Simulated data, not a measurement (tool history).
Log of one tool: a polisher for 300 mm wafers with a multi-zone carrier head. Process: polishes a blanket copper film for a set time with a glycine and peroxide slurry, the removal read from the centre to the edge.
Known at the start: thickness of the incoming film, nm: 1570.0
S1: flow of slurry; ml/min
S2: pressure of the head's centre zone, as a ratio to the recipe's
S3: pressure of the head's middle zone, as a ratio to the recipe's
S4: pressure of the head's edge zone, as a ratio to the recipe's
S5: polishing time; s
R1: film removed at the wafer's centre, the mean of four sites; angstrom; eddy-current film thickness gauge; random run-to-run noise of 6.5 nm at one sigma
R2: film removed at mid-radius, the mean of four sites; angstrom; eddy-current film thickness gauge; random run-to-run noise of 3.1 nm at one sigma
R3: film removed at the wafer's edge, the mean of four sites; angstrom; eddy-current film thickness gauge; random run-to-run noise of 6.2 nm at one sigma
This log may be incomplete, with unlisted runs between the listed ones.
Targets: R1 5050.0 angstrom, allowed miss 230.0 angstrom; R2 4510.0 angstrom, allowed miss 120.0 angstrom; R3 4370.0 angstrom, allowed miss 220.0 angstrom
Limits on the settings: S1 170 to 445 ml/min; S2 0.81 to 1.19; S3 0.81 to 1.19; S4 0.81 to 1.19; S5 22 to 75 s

| run | day | S1 | S2 | S3 | S4 | S5 | R1 | R2 | R3 |
|---|---|---|---|---|---|---|---|---|---|
| 1 | 0.000 | 285 | 1.00 | 1.00 | 1.00 | 48 | 3952.7 | 3884.2 | 3848.4 |
| 2 | 0.175 | 285 | 1.00 | 1.00 | 1.03 | 48 | 3893.8 | 3875.3 | 3864.1 |
| 3 | 0.488 | 290 | 1.02 | 1.01 | 1.04 | 49 | 4002.0 | 4001.2 | 4024.9 |
| 4 | 0.529 | 245 | 1.02 | 1.01 | 1.04 | 49 | 3987.4 | 3906.2 | 3895.8 |
| 5 | 0.638 | 245 | 1.02 | 1.06 | 1.04 | 49 | 4005.8 | 4040.8 | 3916.4 |
| 6 | 0.962 | 255 | 1.04 | 1.06 | 1.04 | 49 | 4073.9 | 4148.0 | 3939.1 |
| 7 | 1.146 | 325 | 1.14 | 0.99 | 1.10 | 52 | 4934.7 | 4239.5 | 4365.3 |
| 8 | 1.421 | 330 | 1.14 | 1.00 | 1.10 | 52 | 4911.8 | 4239.5 | 4465.5 |
| 9 | 1.571 | 330 | 1.14 | 1.01 | 1.09 | 52 | 4907.0 | 4334.7 | 4301.7 |
| 10 | 1.892 | 335 | 1.14 | 1.01 | 1.09 | 52 | 4980.6 | 4347.4 | 4395.1 |
| 11 | 2.162 | 340 | 1.14 | 1.01 | 1.09 | 52 | 5031.9 | 4305.8 | 4316.6 |
| 12 | 2.438 | 340 | 1.14 | 1.02 | 1.09 | 52 | 4954.6 | 4380.8 | 4337.4 |
| 13 | 2.796 | 345 | 1.14 | 1.02 | 1.09 | 52 | 4886.9 | 4359.7 | 4344.5 |

Consider the 4 candidate settings below. Which is the only one whose results all fall within their allowed miss of target?
| A | 3.154 | 340 | 1.05 | 0.98 | 1.15 | 58 | ? | ? | ? |
| B | 3.154 | 420 | 1.19 | 0.98 | 0.93 | 55 | ? | ? | ? |
| C | 3.154 | 375 | 1.17 | 1.08 | 1.10 | 51 | ? | ? | ? |
| D | 3.154 | 345 | 1.14 | 1.07 | 1.03 | 54 | ? | ? | ? |

| move | R1 | R2 | R3 |
|---|---|---|---|
| A | 4999.1 | 4700.6 | 4978.0 |
| B | 5477.7 | 4531.4 | 4377.8 |
| C | 4949.9 | 4496.6 | 4315.3 |
| D | 5066.3 | 4694.1 | 4420.3 |
A: carries the result that was furthest off beyond its target, to the other side
B: the worst result of the last run now meets its target, but another is out of spec
C: every result within its allowed miss
D: carries the result that was furthest off beyond its target, to the other side
The move that meets every target is C.
